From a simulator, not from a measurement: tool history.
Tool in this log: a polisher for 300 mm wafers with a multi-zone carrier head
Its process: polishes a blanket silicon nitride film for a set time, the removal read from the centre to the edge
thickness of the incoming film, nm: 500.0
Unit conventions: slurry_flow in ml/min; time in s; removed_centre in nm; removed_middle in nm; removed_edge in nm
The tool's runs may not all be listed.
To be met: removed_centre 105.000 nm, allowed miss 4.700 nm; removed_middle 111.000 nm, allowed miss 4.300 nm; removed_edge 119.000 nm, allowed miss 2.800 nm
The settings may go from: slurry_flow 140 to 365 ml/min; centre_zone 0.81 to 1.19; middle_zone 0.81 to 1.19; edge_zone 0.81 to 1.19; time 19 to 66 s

run 1 hour=0.0 | slurry_flow=235 centre_zone=1.00 middle_zone=1.00 edge_zone=1.00 time=42 | removed_centre=94.636 removed_middle=95.902 removed_edge=95.891
run 2 hour=4.8 | slurry_flow=235 centre_zone=1.00 middle_zone=1.03 edge_zone=1.00 time=42 | removed_centre=93.865 removed_middle=98.932 removed_edge=94.071
run 3 hour=7.6 | slurry_flow=235 centre_zone=1.08 middle_zone=1.03 edge_zone=1.00 time=42 | removed_centre=102.520 removed_middle=100.980 removed_edge=95.471
run 4 hour=8.3 | slurry_flow=235 centre_zone=1.04 middle_zone=1.03 edge_zone=1.00 time=42 | removed_centre=98.530 removed_middle=98.493 removed_edge=94.719
run 5 hour=16.8 | slurry_flow=245 centre_zone=1.02 middle_zone=1.03 edge_zone=1.04 time=43 | removed_centre=100.250 removed_middle=101.500 removed_edge=97.942
run 6 hour=18.3 | slurry_flow=245 centre_zone=1.02 middle_zone=0.95 edge_zone=1.04 time=43 | removed_centre=98.655 removed_middle=94.704 removed_edge=98.262
run 7 hour=27.1 | slurry_flow=240 centre_zone=0.99 middle_zone=0.95 edge_zone=1.05 time=45 | removed_centre=100.140 removed_middle=100.480 removed_edge=104.240
run 8 hour=34.7 | slurry_flow=235 centre_zone=0.98 middle_zone=0.95 edge_zone=1.07 time=46 | removed_centre=102.380 removed_middle=101.850 removed_edge=108.710
run 9 hour=37.3 | slurry_flow=235 centre_zone=0.97 middle_zone=0.96 edge_zone=1.09 time=47 | removed_centre=100.600 removed_middle=104.870 removed_edge=112.430
run 10 hour=44.0 | slurry_flow=240 centre_zone=0.97 middle_zone=0.97 edge_zone=1.10 time=47 | removed_centre=103.170 removed_middle=106.490 removed_edge=111.840
run 11 hour=47.7 | slurry_flow=240 centre_zone=0.97 middle_zone=0.97 edge_zone=1.11 time=47 | removed_centre=101.160 removed_middle=106.880 removed_edge=112.390
run 12 hour=53.9 | slurry_flow=240 centre_zone=0.97 middle_zone=0.97 edge_zone=1.12 time=47 | removed_centre=102.920 removed_middle=105.630 removed_edge=112.380
run 13 hour=61.4 | slurry_flow=240 centre_zone=0.97 middle_zone=0.97 edge_zone=1.13 time=47 | removed_centre=102.570 removed_middle=104.750 removed_edge=115.320
run 14 hour=63.4 | slurry_flow=245 centre_zone=0.97 middle_zone=0.98 edge_zone=1.14 time=47 | removed_centre=104.060 removed_middle=105.960 removed_edge=115.690
run 15 hour=71.1 | slurry_flow=245 centre_zone=0.97 middle_zone=0.99 edge_zone=1.14 time=47 | removed_centre=103.970 removed_middle=107.040 removed_edge=113.470
run 16 hour=77.7 | slurry_flow=245 centre_zone=0.97 middle_zone=0.99 edge_zone=1.15 time=47 | removed_centre=102.820 removed_middle=106.210 removed_edge=114.360
run 17 hour=82.8 | slurry_flow=245 centre_zone=0.97 middle_zone=0.99 edge_zone=1.16 time=47 | removed_centre=102.390 removed_middle=107.190 removed_edge=114.070
run 18 hour=86.8 | slurry_flow=245 centre_zone=0.97 middle_zone=0.99 edge_zone=1.17 time=47 | removed_centre=103.890 removed_middle=107.960 removed_edge=115.930
run 19 hour=93.0 | slurry_flow=245 centre_zone=0.96 middle_zone=1.00 edge_zone=1.18 time=47 | removed_centre=103.830 removed_middle=109.150 removed_edge=117.070

Consider the 4 candidate settings below. Which is the only one whose results all fall within their allowed miss of target?
run A hour=99.2 | slurry_flow=280 centre_zone=0.99 middle_zone=1.05 edge_zone=1.15 time=46 | removed_centre=? removed_middle=? removed_edge=?
run B hour=99.2 | slurry_flow=240 centre_zone=0.97 middle_zone=1.00 edge_zone=1.18 time=48 | removed_centre=? removed_middle=? removed_edge=?
run C hour=99.2 | slurry_flow=245 centre_zone=0.92 middle_zone=1.09 edge_zone=1.15 time=49 | removed_centre=? removed_middle=? removed_edge=?
run D hour=99.2 | slurry_flow=300 centre_zone=0.97 middle_zone=1.01 edge_zone=1.16 time=46 | removed_centre=? removed_middle=? removed_edge=?

move=A removed_centre=104.670 removed_middle=110.740 removed_edge=113.050
move=B removed_centre=105.450 removed_middle=109.400 removed_edge=118.430
move=C removed_centre=102.550 removed_middle=120.420 removed_edge=119.310
move=D removed_centre=103.240 removed_middle=107.770 removed_edge=114.110
A: misses by more than the last run did
B: every result lands within tolerance
C: the furthest-off result lands on target, but another misses its tolerance
D: misses by more than the last run did
B meets every target.
